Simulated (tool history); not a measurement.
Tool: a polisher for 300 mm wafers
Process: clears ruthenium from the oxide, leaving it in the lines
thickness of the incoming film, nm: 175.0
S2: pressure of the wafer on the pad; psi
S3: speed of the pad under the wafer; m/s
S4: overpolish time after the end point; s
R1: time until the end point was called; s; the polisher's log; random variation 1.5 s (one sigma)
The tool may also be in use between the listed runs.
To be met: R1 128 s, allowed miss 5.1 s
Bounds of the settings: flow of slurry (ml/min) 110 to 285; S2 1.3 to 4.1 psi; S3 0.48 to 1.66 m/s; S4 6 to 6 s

run 1 hour=0 | flow_of_slurry_(ml/min)=180 S2=2.7 S3=1.06 S4=6 | R1=108.8
run 2 hour=3.9 | flow_of_slurry_(ml/min)=180 S2=3.3 S3=1.06 S4=6 | R1=87.873
run 3 hour=11.5 | flow_of_slurry_(ml/min)=180 S2=3.3 S3=1.06 S4=6 | R1=88.234
run 4 hour=20.3 | flow_of_slurry_(ml/min)=155 S2=3.3 S3=1.06 S4=6 | R1=90.681
run 5 hour=22.5 | flow_of_slurry_(ml/min)=155 S2=3.3 S3=1.06 S4=6 | R1=90.524
run 6 hour=26.9 | flow_of_slurry_(ml/min)=155 S2=3.2 S3=1.06 S4=6 | R1=92.444
run 7 hour=30.6 | flow_of_slurry_(ml/min)=155 S2=3.1 S3=1.06 S4=6 | R1=94.022
run 8 hour=37.5 | flow_of_slurry_(ml/min)=155 S2=3 S3=1.06 S4=6 | R1=98.97
run 9 hour=44.4 | flow_of_slurry_(ml/min)=155 S2=2.9 S3=1.06 S4=6 | R1=103.86
run 10 hour=45.9 | flow_of_slurry_(ml/min)=155 S2=2.8 S3=1.06 S4=6 | R1=106.73
run 11 hour=53.5 | flow_of_slurry_(ml/min)=155 S2=2.7 S3=1.06 S4=6 | R1=110.16
run 12 hour=58.3 | flow_of_slurry_(ml/min)=155 S2=2.5 S3=1.06 S4=6 | R1=119.97
run 13 hour=63.4 | flow_of_slurry_(ml/min)=155 S2=2.4 S3=1.06 S4=6 | R1=122.76

5 next moves are on the table. One of them brings every result within its allowed miss. Which?
run A hour=68.5 | flow_of_slurry_(ml/min)=110 S2=2.5 S3=1.14 S4=6 | R1=?
run B hour=68.5 | flow_of_slurry_(ml/min)=230 S2=2.1 S3=1.22 S4=6 | R1=?
run C hour=68.5 | flow_of_slurry_(ml/min)=110 S2=3.3 S3=0.92 S4=6 | R1=?
run D hour=68.5 | flow_of_slurry_(ml/min)=165 S2=2.5 S3=0.98 S4=6 | R1=?
run E hour=68.5 | flow_of_slurry_(ml/min)=175 S2=2.6 S3=1.02 S4=6 | R1=?

move=A R1=118.12
move=B R1=117.41
move=C R1=111.02
move=D R1=127.97
move=E R1=117.56
A: further off than the last run
B: further off than the last run
C: further off than the last run
D: meets every target
E: further off than the last run
Move D is the one to make.
